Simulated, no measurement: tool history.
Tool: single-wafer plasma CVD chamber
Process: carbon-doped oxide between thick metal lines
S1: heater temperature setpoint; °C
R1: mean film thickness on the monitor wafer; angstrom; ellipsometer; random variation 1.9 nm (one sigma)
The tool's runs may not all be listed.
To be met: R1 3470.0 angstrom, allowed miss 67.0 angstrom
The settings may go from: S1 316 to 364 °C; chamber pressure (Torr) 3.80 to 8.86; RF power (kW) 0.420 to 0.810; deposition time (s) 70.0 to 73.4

run 1 hour=0.0 | S1=340 chamber_pressure_(Torr)=6.33 RF_power_(kW)=0.615 deposition_time_(s)=73.4 | R1=4090.9
run 2 hour=3.2 | S1=340 chamber_pressure_(Torr)=6.33 RF_power_(kW)=0.560 deposition_time_(s)=73.4 | R1=3843.1
run 3 hour=11.3 | S1=342 chamber_pressure_(Torr)=6.15 RF_power_(kW)=0.550 deposition_time_(s)=73.3 | R1=3773.3
run 4 hour=12.5 | S1=342 chamber_pressure_(Torr)=7.11 RF_power_(kW)=0.550 deposition_time_(s)=73.3 | R1=3829.3
run 5 hour=13.9 | S1=344 chamber_pressure_(Torr)=6.95 RF_power_(kW)=0.540 deposition_time_(s)=73.2 | R1=3753.8
run 6 hour=18.8 | S1=344 chamber_pressure_(Torr)=6.95 RF_power_(kW)=0.450 deposition_time_(s)=73.2 | R1=3224.2
run 7 hour=20.5 | S1=342 chamber_pressure_(Torr)=7.14 RF_power_(kW)=0.455 deposition_time_(s)=73.2 | R1=3268.2
run 8 hour=27.5 | S1=342 chamber_pressure_(Torr)=7.18 RF_power_(kW)=0.460 deposition_time_(s)=73.2 | R1=3317.1
-- hour=36.2 thermocouple changed; heater temperature recalibrated
run 9 hour=36.2 | S1=341 chamber_pressure_(Torr)=7.30 RF_power_(kW)=0.465 deposition_time_(s)=73.2 | R1=3381.5

4 next moves are on the table. One of them brings every result within its allowed miss. Which?
run A hour=44.9 | S1=339 chamber_pressure_(Torr)=7.31 RF_power_(kW)=0.460 deposition_time_(s)=71.7 | R1=?
run B hour=44.9 | S1=347 chamber_pressure_(Torr)=7.31 RF_power_(kW)=0.440 deposition_time_(s)=72.6 | R1=?
run C hour=44.9 | S1=328 chamber_pressure_(Torr)=8.10 RF_power_(kW)=0.470 deposition_time_(s)=73.4 | R1=?
run D hour=44.9 | S1=348 chamber_pressure_(Torr)=7.03 RF_power_(kW)=0.490 deposition_time_(s)=73.2 | R1=?

move=A R1=3301.4
move=B R1=3143.9
move=C R1=3574.4
move=D R1=3479.8
A: further off than the last run
B: further off than the last run
C: takes the result that was furthest off past its target
D: meets every target
The right move is D.

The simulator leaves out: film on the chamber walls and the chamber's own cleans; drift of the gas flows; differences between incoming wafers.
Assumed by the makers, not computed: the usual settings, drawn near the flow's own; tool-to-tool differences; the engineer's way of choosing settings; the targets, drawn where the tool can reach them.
